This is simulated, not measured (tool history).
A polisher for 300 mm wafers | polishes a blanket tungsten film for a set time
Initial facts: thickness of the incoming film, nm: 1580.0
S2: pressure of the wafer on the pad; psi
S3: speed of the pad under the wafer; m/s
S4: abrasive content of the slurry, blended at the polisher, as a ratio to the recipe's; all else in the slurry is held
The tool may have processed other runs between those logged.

{"run": 1, "hour": 0.0, "flow of slurry (ml/min)": 275, "S2": 4.7, "S3": 0.94, "S4": 1, "polishing time (s)": 29, "film removed (Å)": 1622.6}
{"run": 2, "hour": 3.3, "flow of slurry (ml/min)": 275, "S2": 4.6, "S3": 0.94, "S4": 1, "polishing time (s)": 29, "film removed (Å)": 1569.6}
{"run": 3, "hour": 5.4, "flow of slurry (ml/min)": 275, "S2": 4.5, "S3": 0.94, "S4": 1, "polishing time (s)": 29, "film removed (Å)": 1539}
{"run": 4, "hour": 10.2, "flow of slurry (ml/min)": 275, "S2": 4.5, "S3": 0.94, "S4": 1, "polishing time (s)": 26, "film removed (Å)": 1395.2}
{"run": 5, "hour": 11.3, "flow of slurry (ml/min)": 250, "S2": 4.5, "S3": 0.94, "S4": 1, "polishing time (s)": 26, "film removed (Å)": 1374.2}
{"run": 6, "hour": 12.0, "flow of slurry (ml/min)": 245, "S2": 4.5, "S3": 0.94, "S4": 1, "polishing time (s)": 26, "film removed (Å)": 1367.2}
{"run": 7, "hour": 16.3, "flow of slurry (ml/min)": 240, "S2": 4.5, "S3": 0.94, "S4": 1, "polishing time (s)": 26, "film removed (Å)": 1370.2}

Run 8 has not been measured yet. What should we expect?
{"run": 8, "hour": 19.6, "flow of slurry (ml/min)": 235, "S2": 4.5, "S3": 0.94, "S4": 1, "polishing time (s)": 26, "film removed (Å)": "?"}

film removed (Å): 1363.7
